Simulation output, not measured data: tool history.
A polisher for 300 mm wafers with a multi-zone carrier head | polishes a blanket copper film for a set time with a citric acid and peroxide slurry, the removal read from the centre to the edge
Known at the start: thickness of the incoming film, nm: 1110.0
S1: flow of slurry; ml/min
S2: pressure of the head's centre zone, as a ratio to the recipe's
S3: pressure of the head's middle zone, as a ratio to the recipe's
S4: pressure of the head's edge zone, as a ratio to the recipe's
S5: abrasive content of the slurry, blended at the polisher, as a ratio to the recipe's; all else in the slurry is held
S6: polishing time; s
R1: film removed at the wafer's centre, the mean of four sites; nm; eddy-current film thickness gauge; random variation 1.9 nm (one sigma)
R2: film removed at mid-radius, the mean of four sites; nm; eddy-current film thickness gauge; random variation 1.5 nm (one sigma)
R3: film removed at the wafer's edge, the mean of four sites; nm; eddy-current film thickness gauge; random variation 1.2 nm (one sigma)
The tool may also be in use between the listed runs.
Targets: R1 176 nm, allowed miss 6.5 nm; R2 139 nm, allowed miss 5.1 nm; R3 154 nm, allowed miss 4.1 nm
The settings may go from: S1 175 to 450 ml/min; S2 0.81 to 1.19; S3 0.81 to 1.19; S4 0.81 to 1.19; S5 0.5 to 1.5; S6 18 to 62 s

run    day   S1    S2    S3    S4    S5  S6      R1      R2      R3
  1      0  290     1     1     1     1  40  120.61  121.48  121.81
  2  0.029  300  1.06  0.99  1.04  1.15  41  139.36  125.29  130.81
  3   0.25  300  1.06  0.99  1.04  1.25  41  141.45  128.99  134.29
  4  0.496  300  1.06  0.95  1.04  1.25  41  142.12  126.84   132.9
  5  0.775  310  1.09  0.97  1.08  1.35  41  146.07  125.89  138.75
  6  0.858  315  1.12  0.98  1.08   1.4  42  154.55  136.28  144.59
  7  1.142  320  1.14  0.96  1.08  1.45  43   165.4  136.84  147.49
  8  1.279  325  1.15  0.96  1.09  1.45  43   163.4  133.75  150.74
  9  1.408  325  1.16  0.96  1.08  1.45  43  166.13  135.65   146.9
 10    1.6  325  1.17  0.96  1.09  1.45  43  167.37  134.71  148.92
 11  1.708  330  1.18  0.96  1.09  1.45  43  170.66  137.72     146
     2.075  -- worn pad replaced by a new one
 12  2.075  330  1.18  0.96   1.1  1.45  43  189.07  147.36  161.48
 13  2.325  330  1.18  0.96   1.1  1.45  43  185.46  150.11  162.18
 14  2.679  310  1.18  0.95   1.1  1.45  43   183.8  145.26  162.08
 15  3.042  320  1.18  0.95   1.1  1.45  43  183.53  147.95  162.29
 16  3.342  335  1.18  0.95   1.1  1.45  43  183.45   147.2  162.41

5 next moves are on the table. One of them brings every result within its allowed miss. Which?
  A  3.642  245  1.19  1.11  0.91  1.25  46   ?   ?   ?
  B  3.642  410  1.15  0.92  1.07  1.45  41   ?   ?   ?
  C  3.642  445  1.14  0.95     1   1.3  46   ?   ?   ?
  D  3.642  375  1.08  0.98  1.01   1.3  46   ?   ?   ?
  E  3.642  360  1.08  1.02  1.18   1.3  43   ?   ?   ?

move      R1      R2      R3
   A  183.34  168.73  148.53
   B  172.35  139.48  153.67
   C  188.52  157.99  163.77
   D  176.15  160.16  162.86
   E  164.09  154.29   163.8
A: takes the result that was furthest off past its target
B: meets every target
C: further off than the last run
D: further off than the last run
E: further off than the last run
Move B is the one to make.

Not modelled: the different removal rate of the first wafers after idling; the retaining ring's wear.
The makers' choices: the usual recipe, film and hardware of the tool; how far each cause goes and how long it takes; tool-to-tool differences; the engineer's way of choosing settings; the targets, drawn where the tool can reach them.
